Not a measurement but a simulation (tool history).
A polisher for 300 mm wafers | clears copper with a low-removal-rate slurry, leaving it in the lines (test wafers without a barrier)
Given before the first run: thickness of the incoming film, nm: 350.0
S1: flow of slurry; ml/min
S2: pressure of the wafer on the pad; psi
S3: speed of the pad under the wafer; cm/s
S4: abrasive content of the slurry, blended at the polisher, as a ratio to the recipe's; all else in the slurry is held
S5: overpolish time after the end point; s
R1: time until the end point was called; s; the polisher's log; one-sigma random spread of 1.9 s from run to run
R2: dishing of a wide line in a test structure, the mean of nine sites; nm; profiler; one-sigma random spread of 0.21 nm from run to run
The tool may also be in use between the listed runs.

run    day   S1   S2   S3   S4  S5      R1      R2
  1  0.000  160  3.1  118  1.0  10  120.14  14.774
  2  0.179  160  3.1  118  1.0  13  120.15  17.785
  3  0.325  160  3.0  118  1.0  13  124.20  17.429
  4  0.488  160  2.9  118  1.0  13  127.83  16.872
  5  0.842  160  2.9  118  1.0  15  127.13  18.575
  6  0.954  160  2.9  118  1.0  11  129.60  15.455

Expected results for the next run?
  7  1.333  160  2.8  118  1.0  11   ?   ?

{"run 7": {"R1": 134.12, "R2": 15.129}}
